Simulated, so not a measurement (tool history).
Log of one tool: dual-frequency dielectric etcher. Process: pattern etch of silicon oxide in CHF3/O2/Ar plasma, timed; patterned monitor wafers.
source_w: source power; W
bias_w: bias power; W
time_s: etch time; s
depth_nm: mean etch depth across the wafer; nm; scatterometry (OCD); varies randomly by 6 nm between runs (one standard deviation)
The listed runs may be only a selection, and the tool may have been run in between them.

run,hour,source_w,bias_w,time_s,depth_nm
1,0,810,207,504.5,1048.9
2,4.8,750,203,504.5,988.63
3,13.6,730,202,504.5,984.25
4,21.1,730,238,504.5,1054.6
5,29,680,236,504.5,1019.1
6,36.6,750,236,504.5,1084
7,43.2,700,234,504.5,1033
8,51.6,660,232,504.5,990.14

What does the tool deliver on the next run?
9,53.5,640,231,504.5,?

depth_nm: 969.42 nm
